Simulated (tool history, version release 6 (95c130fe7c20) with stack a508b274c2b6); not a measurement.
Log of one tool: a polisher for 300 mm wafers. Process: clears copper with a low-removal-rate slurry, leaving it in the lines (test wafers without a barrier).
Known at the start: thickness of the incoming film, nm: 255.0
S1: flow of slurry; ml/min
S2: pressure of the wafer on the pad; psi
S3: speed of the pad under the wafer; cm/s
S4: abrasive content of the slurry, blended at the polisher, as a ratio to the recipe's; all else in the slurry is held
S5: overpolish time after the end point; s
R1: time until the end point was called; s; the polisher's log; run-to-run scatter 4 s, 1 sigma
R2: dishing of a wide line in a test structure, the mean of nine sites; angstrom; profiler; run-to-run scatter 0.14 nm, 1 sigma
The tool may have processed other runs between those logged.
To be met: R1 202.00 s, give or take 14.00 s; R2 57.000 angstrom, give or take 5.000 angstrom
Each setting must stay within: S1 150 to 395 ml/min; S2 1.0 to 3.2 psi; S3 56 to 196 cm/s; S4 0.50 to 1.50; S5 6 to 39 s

run 1 hour=0.0 | S1=250 S2=2.1 S3=126 S4=1.00 S5=20 | R1=120.26 R2=230.160
run 2 hour=8.1 | S1=250 S2=2.1 S3=102 S4=1.00 S5=20 | R1=152.71 R2=200.140
run 3 hour=15.5 | S1=250 S2=1.9 S3=104 S4=1.00 S5=17 | R1=159.80 R2=158.680
run 4 hour=17.0 | S1=260 S2=1.7 S3=104 S4=1.05 S5=15 | R1=172.79 R2=139.510
run 5 hour=23.2 | S1=240 S2=1.6 S3=108 S4=0.95 S5=13 | R1=184.25 R2=117.570
run 6 hour=30.7 | S1=225 S2=1.5 S3=116 S4=0.85 S5=12 | R1=192.27 R2=114.090
run 7 hour=37.5 | S1=255 S2=1.4 S3=110 S4=0.95 S5=11 | R1=203.32 R2=94.675
run 8 hour=45.3 | S1=280 S2=1.3 S3=114 S4=0.95 S5=10 | R1=205.20 R2=86.124
run 9 hour=48.4 | S1=350 S2=1.0 S3=132 S4=0.75 S5=6 | R1=239.95 R2=47.558
run 10 hour=56.3 | S1=320 S2=1.3 S3=138 S4=0.70 S5=6 | R1=182.29 R2=61.635
run 11 hour=59.4 | S1=325 S2=1.3 S3=138 S4=0.70 S5=6 | R1=187.65 R2=60.214

Which single option among these 4 for the next run brings every result within its allowed miss of target? Just one does.
run A hour=62.5 | S1=375 S2=1.1 S3=150 S4=0.65 S5=6 | R1=? R2=?
run B hour=62.5 | S1=305 S2=1.5 S3=132 S4=0.55 S5=6 | R1=? R2=?
run C hour=62.5 | S1=325 S2=1.2 S3=132 S4=0.70 S5=8 | R1=? R2=?
run D hour=62.5 | S1=255 S2=1.1 S3=166 S4=1.00 S5=6 | R1=? R2=?

move=A R1=196.69 R2=59.507
move=B R1=174.11 R2=66.895
move=C R1=204.25 R2=74.682
move=D R1=168.36 R2=68.493
A: every result within its allowed miss
B: the biggest miss grows against the last run
C: brings the last run's worst result on target, with another outside its allowed miss
D: the biggest miss grows against the last run
A meets every target.

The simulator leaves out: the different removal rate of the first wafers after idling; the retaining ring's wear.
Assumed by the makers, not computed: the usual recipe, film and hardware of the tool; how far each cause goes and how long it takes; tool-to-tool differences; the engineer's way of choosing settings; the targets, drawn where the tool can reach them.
